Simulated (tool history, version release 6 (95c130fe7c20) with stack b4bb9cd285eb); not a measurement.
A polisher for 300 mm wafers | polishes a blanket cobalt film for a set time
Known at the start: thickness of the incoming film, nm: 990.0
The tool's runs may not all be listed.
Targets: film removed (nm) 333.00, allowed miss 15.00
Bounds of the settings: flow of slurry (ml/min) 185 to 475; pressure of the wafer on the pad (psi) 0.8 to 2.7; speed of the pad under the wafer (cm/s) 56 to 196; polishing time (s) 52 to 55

| run | hour | flow of slurry (ml/min) | pressure of the wafer on the pad (psi) | speed of the pad under the wafer (cm/s) | polishing time (s) | film removed (nm) |
|---|---|---|---|---|---|---|
| 1 | 0.0 | 305 | 1.7 | 126 | 52 | 244.49 |
| 2 | 7.6 | 305 | 1.7 | 126 | 55 | 251.14 |
| 3 | 11.1 | 305 | 1.8 | 126 | 55 | 266.76 |
| 4 | 19.6 | 305 | 1.9 | 126 | 55 | 280.66 |
| 5 | 26.1 | 305 | 1.9 | 104 | 55 | 233.21 |
| 6 | 27.3 | 305 | 1.9 | 104 | 52 | 215.97 |
| 7 | 28.4 | 305 | 2.1 | 106 | 52 | 240.40 |
| 8 | 35.2 | 305 | 2.3 | 108 | 52 | 262.03 |

Which of these 4 next moves meets every target?
| A | 42.0 | 305 | 1.8 | 156 | 55 | ? |
| B | 42.0 | 350 | 2.1 | 126 | 52 | ? |
| C | 42.0 | 340 | 2.5 | 132 | 55 | ? |
| D | 42.0 | 290 | 2.3 | 120 | 52 | ? |

| move | film removed (nm) |
|---|---|
| A | 329.42 |
| B | 292.32 |
| C | 375.87 |
| D | 296.58 |
A: meets every target
B: nearer than the last run, and not there yet
C: takes the result that was furthest off past its target
D: nearer than the last run, and not there yet
The right move is A.
